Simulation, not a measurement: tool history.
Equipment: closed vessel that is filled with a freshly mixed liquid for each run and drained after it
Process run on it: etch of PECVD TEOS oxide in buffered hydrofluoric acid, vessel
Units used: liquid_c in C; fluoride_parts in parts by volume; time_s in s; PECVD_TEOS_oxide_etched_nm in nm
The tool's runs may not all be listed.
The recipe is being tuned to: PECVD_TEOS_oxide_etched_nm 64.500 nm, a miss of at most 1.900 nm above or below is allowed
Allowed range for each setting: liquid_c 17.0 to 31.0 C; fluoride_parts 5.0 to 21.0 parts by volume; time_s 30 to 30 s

run	hour	liquid_c	fluoride_parts	time_s	PECVD_TEOS_oxide_etched_nm
1	0.0	23.0	13.0	30	40.959
2	7.3	21.5	13.0	30	37.739
3	12.9	21.5	13.0	30	37.959
4	15.1	24.0	13.0	30	43.740
5	21.4	24.0	15.0	30	37.753
6	22.3	26.0	15.0	30	42.304
7	31.1	27.5	14.5	30	46.267
8	37.6	31.0	11.5	30	71.607
9	44.2	30.5	11.5	30	69.229
10	53.1	30.0	11.5	30	68.529

Consider the 4 candidate settings below. Which is the only one whose results all fall within their allowed miss of target?
A	62.0	31.0	11.5	30	?
B	62.0	27.0	9.0	30	?
C	62.0	28.5	12.0	30	?
D	62.0	29.0	11.5	30	?

move	PECVD_TEOS_oxide_etched_nm
A	71.282
B	70.643
C	59.962
D	64.180
A: further off than the last run
B: further off than the last run
C: the result that was furthest off in the last run now lies on the other side of its target
D: all results land within tolerance of their targets
The move that meets every target is D.
